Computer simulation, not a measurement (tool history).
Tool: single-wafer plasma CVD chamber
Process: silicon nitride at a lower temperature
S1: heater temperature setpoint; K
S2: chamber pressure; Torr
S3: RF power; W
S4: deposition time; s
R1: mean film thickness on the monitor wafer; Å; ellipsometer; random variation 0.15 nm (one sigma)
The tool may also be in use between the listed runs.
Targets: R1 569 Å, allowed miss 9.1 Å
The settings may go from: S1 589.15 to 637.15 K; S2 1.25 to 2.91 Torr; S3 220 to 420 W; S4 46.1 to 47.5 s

run 1 hour=0 | S1=613.15 S2=2.08 S3=320 S4=46.1 | R1=647.53
run 2 hour=7 | S1=613.15 S2=2.08 S3=295 S4=46.1 | R1=621.11
run 3 hour=13.7 | S1=613.15 S2=1.95 S3=290 S4=46.1 | R1=603.99
run 4 hour=20.1 | S1=613.15 S2=1.86 S3=290 S4=46.1 | R1=599.79
run 5 hour=28.3 | S1=613.15 S2=1.78 S3=290 S4=46.1 | R1=592.44
run 6 hour=30.6 | S1=613.15 S2=1.72 S3=290 S4=46.1 | R1=588.25
run 7 hour=39.4 | S1=613.15 S2=1.67 S3=290 S4=46.1 | R1=585.32
run 8 hour=44.9 | S1=613.15 S2=1.63 S3=290 S4=46.1 | R1=579.71
run 9 hour=48 | S1=613.15 S2=1.6 S3=290 S4=46.1 | R1=580.29

4 next moves are on the table. One of them brings every result within its allowed miss. Which?
run A hour=51.1 | S1=614.15 S2=2.26 S3=260 S4=46.9 | R1=?
run B hour=51.1 | S1=613.15 S2=1.61 S3=290 S4=47.5 | R1=?
run C hour=51.1 | S1=615.15 S2=1.64 S3=300 S4=46.1 | R1=?
run D hour=51.1 | S1=611.15 S2=1.59 S3=285 S4=46.1 | R1=?

move=A R1=596.21
move=B R1=595.45
move=C R1=590.91
move=D R1=571.18
A: further off than the last run
B: further off than the last run
C: further off than the last run
D: meets every target
Answer: D
